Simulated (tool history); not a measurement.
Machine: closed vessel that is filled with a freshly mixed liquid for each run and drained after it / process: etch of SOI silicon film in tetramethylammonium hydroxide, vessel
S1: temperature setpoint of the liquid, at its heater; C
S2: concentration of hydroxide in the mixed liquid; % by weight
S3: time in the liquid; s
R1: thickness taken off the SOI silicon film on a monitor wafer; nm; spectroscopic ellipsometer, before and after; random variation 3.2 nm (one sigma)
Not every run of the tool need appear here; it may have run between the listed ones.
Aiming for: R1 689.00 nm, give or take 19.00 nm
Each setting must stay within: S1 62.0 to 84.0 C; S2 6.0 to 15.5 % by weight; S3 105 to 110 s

{"run": 1, "hour": 0.0, "S1": 75.0, "S2": 10.5, "S3": 105, "R1": 1128.9}
{"run": 2, "hour": 7.7, "S1": 80.5, "S2": 10.5, "S3": 105, "R1": 1532.3}
{"run": 3, "hour": 16.5, "S1": 80.5, "S2": 10.5, "S3": 110, "R1": 1617.6}
{"run": 4, "hour": 20.1, "S1": 80.5, "S2": 10.5, "S3": 110, "R1": 1600.6}
{"run": 5, "hour": 28.1, "S1": 80.5, "S2": 10.5, "S3": 110, "R1": 1617.3}
{"run": 6, "hour": 31.9, "S1": 76.0, "S2": 10.5, "S3": 110, "R1": 1247.4}
{"run": 7, "hour": 38.8, "S1": 73.5, "S2": 10.5, "S3": 110, "R1": 1078.1}
{"run": 8, "hour": 41.2, "S1": 72.0, "S2": 10.5, "S3": 110, "R1": 994.85}
{"run": 9, "hour": 45.2, "S1": 70.5, "S2": 10.5, "S3": 110, "R1": 903.13}

Which of these 4 next moves meets every target?
{"run": "A", "hour": 49.2, "S1": 77.0, "S2": 9.0, "S3": 110, "R1": "?"}
{"run": "B", "hour": 49.2, "S1": 67.5, "S2": 10.0, "S3": 105, "R1": "?"}
{"run": "C", "hour": 49.2, "S1": 68.0, "S2": 11.0, "S3": 105, "R1": "?"}
{"run": "D", "hour": 49.2, "S1": 65.5, "S2": 8.5, "S3": 105, "R1": "?"}

move=A R1=1393.20
move=B R1=735.85
move=C R1=734.04
move=D R1=694.00
A: moves away from the targets compared with the last run
B: moves toward the targets from the last run without getting all of them in spec
C: moves toward the targets from the last run without getting all of them in spec
D: each result inside its tolerance
Answer: D
